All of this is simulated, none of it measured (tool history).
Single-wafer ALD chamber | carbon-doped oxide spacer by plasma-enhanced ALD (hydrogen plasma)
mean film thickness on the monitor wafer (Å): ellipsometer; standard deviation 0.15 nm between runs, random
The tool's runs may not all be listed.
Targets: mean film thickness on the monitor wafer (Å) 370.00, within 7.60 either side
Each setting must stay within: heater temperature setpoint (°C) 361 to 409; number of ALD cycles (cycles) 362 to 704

run,hour,heater temperature setpoint (°C),number of ALD cycles (cycles),mean film thickness on the monitor wafer (Å)
1,0.0,385,533,299.36
2,4.0,389,533,299.28
3,7.2,389,558,314.30
4,13.4,389,620,346.58
5,22.3,389,629,356.33
6,23.1,389,589,331.96
7,23.8,389,603,339.49
8,24.5,389,614,347.50
9,26.5,389,622,348.10
10,32.3,389,630,355.04
11,36.3,389,635,357.42
12,37.2,389,640,358.56
13,46.2,389,644,359.15

5 candidate next runs follow, results not yet known. Just one meets every target within its allowed miss. Identify it.
A,55.2,400,610,?
B,55.2,399,610,?
C,55.2,392,617,?
D,55.2,376,625,?
E,55.2,388,660,?

move,mean film thickness on the monitor wafer (Å)
A,342.30
B,342.30
C,346.23
D,350.72
E,370.36
A: further off than the last run
B: further off than the last run
C: further off than the last run
D: further off than the last run
E: every result lands within tolerance
So the answer is move E, the one that meets all the targets.
